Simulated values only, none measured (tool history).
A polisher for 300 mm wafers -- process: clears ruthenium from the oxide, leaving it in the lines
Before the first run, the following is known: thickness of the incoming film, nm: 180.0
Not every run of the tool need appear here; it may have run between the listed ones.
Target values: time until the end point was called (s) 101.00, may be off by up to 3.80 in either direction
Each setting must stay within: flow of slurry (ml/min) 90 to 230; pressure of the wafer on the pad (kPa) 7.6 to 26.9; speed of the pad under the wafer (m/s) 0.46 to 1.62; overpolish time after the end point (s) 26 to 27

run,hour,flow of slurry (ml/min),pressure of the wafer on the pad (kPa),speed of the pad under the wafer (m/s),overpolish time after the end point (s),time until the end point was called (s)
1,0.0,150,17.2,1.04,26,131.89
2,5.7,115,17.2,1.04,26,142.15
3,14.6,115,13.1,1.04,26,173.09
4,18.9,115,13.1,0.84,26,208.01
5,27.3,125,15.2,0.84,26,177.04
6,35.6,125,17.9,0.84,26,155.10
7,38.7,135,19.3,0.84,26,145.53
8,44.3,145,20.7,0.84,26,134.02
# hour 49.7: worn pad replaced by a new one
9,49.7,150,21.4,0.84,26,112.74
10,50.9,155,21.4,0.84,26,115.27
11,53.8,160,21.4,0.84,26,115.64

Exactly one of the 4 candidate moves below puts every result within its allowed miss. Which one?
A,56.7,140,20.0,0.96,26,?
B,56.7,185,20.7,0.74,26,?
C,56.7,165,20.0,1.06,27,?
D,56.7,150,24.8,0.70,26,?

move,time until the end point was called (s)
A,111.23
B,125.29
C,100.75
D,113.64
A: nearer the targets than the last run, but a result is still out of spec
B: further off than the last run
C: meets every target
D: nearer the targets than the last run, but a result is still out of spec
Answer: C
